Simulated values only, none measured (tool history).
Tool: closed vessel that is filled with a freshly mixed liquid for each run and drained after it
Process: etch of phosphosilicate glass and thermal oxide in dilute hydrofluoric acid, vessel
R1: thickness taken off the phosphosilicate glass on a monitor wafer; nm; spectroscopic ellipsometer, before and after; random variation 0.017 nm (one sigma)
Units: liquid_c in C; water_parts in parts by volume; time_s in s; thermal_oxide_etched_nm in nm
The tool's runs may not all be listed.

Run 1, hour 0.0: liquid_c 24.0 C, water_parts 235 parts by volume, time_s 75 s. Result: R1 19.2850 nm, thermal_oxide_etched_nm 1.19580 nm.
Run 2, hour 6.8: liquid_c 27.0 C, water_parts 235 parts by volume, time_s 75 s. Result: R1 21.3240 nm, thermal_oxide_etched_nm 1.34260 nm.
Run 3, hour 8.0: liquid_c 27.0 C, water_parts 235 parts by volume, time_s 90 s. Result: R1 25.6090 nm, thermal_oxide_etched_nm 1.62930 nm.
Run 4, hour 11.9: liquid_c 30.0 C, water_parts 235 parts by volume, time_s 90 s. Result: R1 28.6450 nm, thermal_oxide_etched_nm 1.68220 nm.
Run 5, hour 18.1: liquid_c 30.0 C, water_parts 235 parts by volume, time_s 120 s. Result: R1 38.1890 nm, thermal_oxide_etched_nm 2.28090 nm.
Run 6, hour 19.6: liquid_c 28.5 C, water_parts 275 parts by volume, time_s 105 s. Result: R1 25.8470 nm, thermal_oxide_etched_nm 1.64060 nm.
Run 7, hour 25.4: liquid_c 27.0 C, water_parts 305 parts by volume, time_s 90 s. Result: R1 18.3290 nm, thermal_oxide_etched_nm 1.11360 nm.
Run 8, hour 31.2: liquid_c 25.5 C, water_parts 330 parts by volume, time_s 80 s. Result: R1 14.0360 nm, thermal_oxide_etched_nm 0.86688 nm.
Run 9, hour 40.1: liquid_c 24.0 C, water_parts 350 parts by volume, time_s 70 s. Result: R1 10.8320 nm, thermal_oxide_etched_nm 0.66803 nm.
Run 10, hour 41.5: liquid_c 23.0 C, water_parts 365 parts by volume, time_s 65 s. Result: R1 9.1036 nm, thermal_oxide_etched_nm 0.53194 nm.
Run 11, hour 45.9: liquid_c 22.0 C, water_parts 375 parts by volume, time_s 60 s. Result: R1 7.8665 nm, thermal_oxide_etched_nm 0.46959 nm.
Run 12, hour 50.2: liquid_c 21.0 C, water_parts 385 parts by volume, time_s 55 s. Result: R1 6.7180 nm, thermal_oxide_etched_nm 0.43488 nm.
Run 13, hour 56.3: liquid_c 21.0 C, water_parts 395 parts by volume, time_s 50 s. Result: R1 5.9283 nm, thermal_oxide_etched_nm 0.34195 nm.

Forecast run 14:
Run 14, hour 58.4: liquid_c 20.0 C, water_parts 400 parts by volume, time_s 50 s. Result: R1 ?, thermal_oxide_etched_nm ?.

Run 14 gave R1 5.6487 nm, thermal_oxide_etched_nm 0.34297 nm.
